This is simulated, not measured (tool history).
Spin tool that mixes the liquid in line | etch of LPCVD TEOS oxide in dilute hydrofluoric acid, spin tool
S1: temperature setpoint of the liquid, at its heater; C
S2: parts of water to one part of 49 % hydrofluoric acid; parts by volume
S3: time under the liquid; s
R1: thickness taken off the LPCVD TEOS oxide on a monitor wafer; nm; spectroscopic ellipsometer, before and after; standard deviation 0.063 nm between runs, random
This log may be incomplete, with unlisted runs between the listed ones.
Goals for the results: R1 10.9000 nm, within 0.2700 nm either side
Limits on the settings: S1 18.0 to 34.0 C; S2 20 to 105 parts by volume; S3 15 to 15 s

| run | hour | S1 | S2 | S3 | R1 |
|---|---|---|---|---|---|
| 1 | 0.0 | 26.0 | 55 | 15 | 9.1386 |
| 2 | 5.0 | 27.0 | 55 | 15 | 9.3761 |
| 3 | 12.4 | 28.0 | 55 | 15 | 9.8854 |
| 4 | 15.6 | 28.0 | 40 | 15 | 13.9380 |
| 5 | 22.5 | 24.5 | 40 | 15 | 12.0260 |
| 6 | 28.5 | 28.0 | 40 | 15 | 13.8490 |
| 7 | 30.6 | 27.0 | 40 | 15 | 13.4390 |
| 8 | 34.6 | 26.0 | 40 | 15 | 12.8760 |
| 9 | 36.7 | 26.0 | 40 | 15 | 12.8310 |
| 10 | 43.3 | 25.5 | 40 | 15 | 12.6130 |
| 11 | 44.6 | 25.0 | 40 | 15 | 12.3030 |
| 12 | 50.3 | 24.5 | 40 | 15 | 12.0130 |
| 13 | 55.0 | 24.0 | 40 | 15 | 11.8530 |
| 14 | 63.5 | 23.5 | 40 | 15 | 11.5360 |
| 15 | 68.3 | 23.0 | 40 | 15 | 11.2960 |

Exactly one of the 5 candidate moves below puts every result within its allowed miss. Which one?
| A | 73.1 | 20.5 | 40 | 15 | ? |
| B | 73.1 | 23.5 | 45 | 15 | ? |
| C | 73.1 | 24.5 | 40 | 15 | ? |
| D | 73.1 | 22.0 | 40 | 15 | ? |
| E | 73.1 | 26.0 | 45 | 15 | ? |

| move | R1 |
|---|---|
| A | 10.1780 |
| B | 10.1980 |
| C | 12.0380 |
| D | 10.8460 |
| E | 11.3010 |
A: takes the biggest miss from the last run beyond its target
B: takes the biggest miss from the last run beyond its target
C: misses by more than the last run did
D: hits every target within its allowed miss
E: as far off as the last run
D meets every target.

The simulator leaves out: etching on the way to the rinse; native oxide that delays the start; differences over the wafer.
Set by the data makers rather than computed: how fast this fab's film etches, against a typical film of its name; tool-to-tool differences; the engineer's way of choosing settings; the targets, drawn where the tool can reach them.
